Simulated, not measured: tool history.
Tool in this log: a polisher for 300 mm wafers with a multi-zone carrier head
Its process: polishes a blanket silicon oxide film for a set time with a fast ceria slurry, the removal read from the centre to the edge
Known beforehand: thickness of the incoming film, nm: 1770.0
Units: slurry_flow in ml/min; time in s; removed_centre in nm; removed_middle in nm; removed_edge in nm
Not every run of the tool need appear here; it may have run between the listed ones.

Run 1, hour 0: slurry_flow 255 ml/min, centre_zone 1, middle_zone 1, edge_zone 1, time 52 s. Result: removed_centre 611.78 nm, removed_middle 636.93 nm, removed_edge 630.87 nm.
Run 2, hour 5.8: slurry_flow 255 ml/min, centre_zone 1, middle_zone 1.08, edge_zone 1, time 52 s. Result: removed_centre 610.58 nm, removed_middle 687.11 nm, removed_edge 633.11 nm.
Run 3, hour 10.7: slurry_flow 255 ml/min, centre_zone 1, middle_zone 1.11, edge_zone 1, time 52 s. Result: removed_centre 597.09 nm, removed_middle 698.41 nm, removed_edge 639.26 nm.
Run 4, hour 14.8: slurry_flow 260 ml/min, centre_zone 1.02, middle_zone 1.12, edge_zone 1.01, time 53 s. Result: removed_centre 637.47 nm, removed_middle 733.08 nm, removed_edge 647.89 nm.
Run 5, hour 20: slurry_flow 260 ml/min, centre_zone 1.02, middle_zone 1.12, edge_zone 0.97, time 53 s. Result: removed_centre 641.82 nm, removed_middle 715.65 nm, removed_edge 649.82 nm.
Run 6, hour 24: slurry_flow 265 ml/min, centre_zone 1.03, middle_zone 1.12, edge_zone 0.97, time 54 s. Result: removed_centre 658.93 nm, removed_middle 747.48 nm, removed_edge 641.47 nm.
Run 7, hour 28: slurry_flow 265 ml/min, centre_zone 1.04, middle_zone 1.11, edge_zone 0.99, time 55 s. Result: removed_centre 689.71 nm, removed_middle 740.22 nm, removed_edge 667.9 nm.

Expected results for the next run?
Run 8, hour 31.2: slurry_flow 270 ml/min, centre_zone 1.05, middle_zone 1.12, edge_zone 1, time 55 s. Result: removed_centre ?, removed_middle ?, removed_edge ?.

{"run 8": {"removed_centre": 691.05, "removed_middle": 752.88, "removed_edge": 677.36}}
